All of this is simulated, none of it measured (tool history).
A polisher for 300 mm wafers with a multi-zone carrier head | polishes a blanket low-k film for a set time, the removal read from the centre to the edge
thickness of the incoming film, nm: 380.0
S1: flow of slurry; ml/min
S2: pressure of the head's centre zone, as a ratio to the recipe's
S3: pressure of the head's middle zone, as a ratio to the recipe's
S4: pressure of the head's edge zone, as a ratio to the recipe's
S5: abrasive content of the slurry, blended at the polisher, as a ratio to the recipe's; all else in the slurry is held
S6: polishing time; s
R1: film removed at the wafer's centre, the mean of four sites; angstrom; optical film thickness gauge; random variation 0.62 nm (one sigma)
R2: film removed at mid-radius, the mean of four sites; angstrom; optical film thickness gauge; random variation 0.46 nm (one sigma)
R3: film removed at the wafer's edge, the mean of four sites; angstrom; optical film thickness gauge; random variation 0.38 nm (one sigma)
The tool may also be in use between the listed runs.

run	hour	S1	S2	S3	S4	S5	S6	R1	R2	R3
1	0	160	1	1	1	1	89	388.9	393.26	390.53
2	8.5	160	1	1	0.96	1	89	400.71	392.61	377.84
3	16.1	160	1	1	0.96	1	67	294.61	299.62	288.06
4	22.8	160	1	1	0.96	1	47	205.57	208.11	202.39
5	29.4	160	1	1	0.96	1.15	47	223.32	215.1	206.87
6	38.2	160	1	0.95	0.96	1.15	47	218.11	210.21	208.74
7	46.8	165	0.97	0.97	1	1.25	57	257.89	261.57	271.51
8	55.2	180	0.98	1.02	1.03	1.3	61	294.03	297.15	293.83
9	62.6	190	0.98	1.04	1.06	1.35	65	313.32	327.97	326.74
10	68.3	195	0.99	1.06	1.08	1.4	69	341.23	363.33	350.26
11	69.6	200	0.99	1.06	1.1	1.4	72	360.13	379.35	366.7
12	78.6	200	0.99	1.06	1.1	1.4	72	365.48	378.96	371.83
13	83.8	205	0.99	1.07	1.12	1.4	74	360.97	394.43	386.53

Run 14 comes next. What will it give?
14	90.3	210	1	1.07	1.13	1.4	76	?	?	?

Run 14 gave R1 389 angstrom, R2 399.62 angstrom, R3 399.97 angstrom.
